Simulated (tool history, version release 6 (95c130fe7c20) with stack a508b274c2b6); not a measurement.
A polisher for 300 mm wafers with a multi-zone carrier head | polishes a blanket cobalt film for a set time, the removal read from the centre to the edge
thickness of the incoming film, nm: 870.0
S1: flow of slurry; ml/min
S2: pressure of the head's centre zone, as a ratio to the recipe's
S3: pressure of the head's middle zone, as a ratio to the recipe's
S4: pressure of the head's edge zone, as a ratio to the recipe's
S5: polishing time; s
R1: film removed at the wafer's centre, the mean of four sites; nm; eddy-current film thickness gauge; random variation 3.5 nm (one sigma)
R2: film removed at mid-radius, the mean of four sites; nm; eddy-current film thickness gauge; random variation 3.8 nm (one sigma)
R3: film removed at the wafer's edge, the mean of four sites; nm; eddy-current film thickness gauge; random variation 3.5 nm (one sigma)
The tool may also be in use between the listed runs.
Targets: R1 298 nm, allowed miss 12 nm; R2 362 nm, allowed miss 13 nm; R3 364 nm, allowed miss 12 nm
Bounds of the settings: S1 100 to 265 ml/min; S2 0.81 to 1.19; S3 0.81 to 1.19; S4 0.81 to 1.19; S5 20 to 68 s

| run | hour | S1 | S2 | S3 | S4 | S5 | R1 | R2 | R3 |
|---|---|---|---|---|---|---|---|---|---|
| 1 | 0 | 170 | 1 | 1 | 1 | 44 | 247.96 | 261.88 | 264.3 |
| 2 | 6.6 | 170 | 1.05 | 1 | 1 | 44 | 268.39 | 265.89 | 265.54 |
| 3 | 12.3 | 170 | 1.05 | 1.05 | 1 | 44 | 265.79 | 271.8 | 268.66 |
| 4 | 21 | 135 | 1.05 | 1.05 | 1 | 44 | 259.14 | 260.26 | 260.96 |
| 5 | 22.6 | 155 | 1.03 | 1.09 | 1.06 | 47 | 276.07 | 299.03 | 290.77 |
| 6 | 26.8 | 165 | 1 | 1.08 | 1.1 | 49 | 283.27 | 304.76 | 305.2 |
| 7 | 33.4 | 165 | 1 | 1.08 | 1.1 | 49 | 282.51 | 308.36 | 313.54 |
| 8 | 34.1 | 180 | 0.98 | 1.1 | 1.13 | 50 | 286 | 323.07 | 324.09 |
| 9 | 41.3 | 190 | 0.96 | 1.11 | 1.15 | 51 | 287.56 | 340.77 | 332.29 |

Which of these 5 next moves meets every target?
| A | 48.5 | 190 | 1.03 | 1.14 | 1.09 | 48 | ? | ? | ? |
| B | 48.5 | 230 | 0.84 | 1.04 | 1.16 | 59 | ? | ? | ? |
| C | 48.5 | 175 | 0.92 | 1.11 | 1.19 | 52 | ? | ? | ? |
| D | 48.5 | 155 | 0.88 | 1 | 1.19 | 62 | ? | ? | ? |
| E | 48.5 | 180 | 0.92 | 1.12 | 1.18 | 55 | ? | ? | ? |

| move | R1 | R2 | R3 |
|---|---|---|---|
| A | 291.93 | 327.04 | 308.64 |
| B | 300.33 | 384.21 | 398.18 |
| C | 278.34 | 342.93 | 345.19 |
| D | 310.16 | 370.02 | 406.3 |
| E | 295.84 | 366.83 | 364.75 |
A: further off than the last run
B: takes the result that was furthest off past its target
C: nearer than the last run, and not there yet
D: takes the result that was furthest off past its target
E: meets every target
Move E is the one to make.

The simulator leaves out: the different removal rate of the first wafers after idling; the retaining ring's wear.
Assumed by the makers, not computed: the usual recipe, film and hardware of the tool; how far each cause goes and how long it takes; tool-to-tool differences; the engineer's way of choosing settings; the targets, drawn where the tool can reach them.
